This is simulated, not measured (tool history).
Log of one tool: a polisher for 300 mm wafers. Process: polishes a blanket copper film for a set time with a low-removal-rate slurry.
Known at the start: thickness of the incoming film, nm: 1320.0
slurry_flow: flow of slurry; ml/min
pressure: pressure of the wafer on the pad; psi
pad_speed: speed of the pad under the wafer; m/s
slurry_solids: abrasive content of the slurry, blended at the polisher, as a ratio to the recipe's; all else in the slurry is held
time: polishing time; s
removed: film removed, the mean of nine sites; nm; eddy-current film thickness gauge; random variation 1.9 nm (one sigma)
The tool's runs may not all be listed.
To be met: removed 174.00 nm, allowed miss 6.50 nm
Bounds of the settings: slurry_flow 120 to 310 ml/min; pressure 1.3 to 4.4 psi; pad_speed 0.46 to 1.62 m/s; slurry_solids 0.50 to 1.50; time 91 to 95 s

run	hour	slurry_flow	pressure	pad_speed	slurry_solids	time	removed
1	0.0	200	2.8	1.04	1.00	91	235.11
2	4.5	200	3.1	1.04	1.00	91	259.90
3	8.1	200	2.9	1.04	1.00	91	241.61
4	9.4	200	2.9	1.28	1.00	91	302.09
5	16.5	200	2.9	1.28	1.00	95	313.27
6	17.4	200	2.6	1.28	1.00	95	289.22
7	25.4	200	2.3	1.26	1.00	95	263.94
8	32.0	200	2.1	1.24	1.00	95	241.98
# hour 33.6: slurry nozzle cleaned
9	33.6	200	1.9	1.22	1.00	95	246.36
10	40.6	200	1.8	1.16	1.00	95	224.16
11	48.0	200	1.8	1.16	1.00	95	224.42

Which of these 5 next moves meets every target?
A	55.4	175	1.4	1.06	1.05	93	?
B	55.4	180	1.6	1.10	1.05	95	?
C	55.4	120	1.5	1.40	1.15	91	?
D	55.4	220	2.0	0.90	0.65	91	?
E	55.4	270	1.5	0.88	1.00	93	?

move	removed
A	172.33
B	197.79
C	217.37
D	160.08
E	156.43
A: meets every target
B: nearer than the last run, and not there yet
C: nearer than the last run, and not there yet
D: takes the result that was furthest off past its target
E: takes the result that was furthest off past its target
The right move is A.
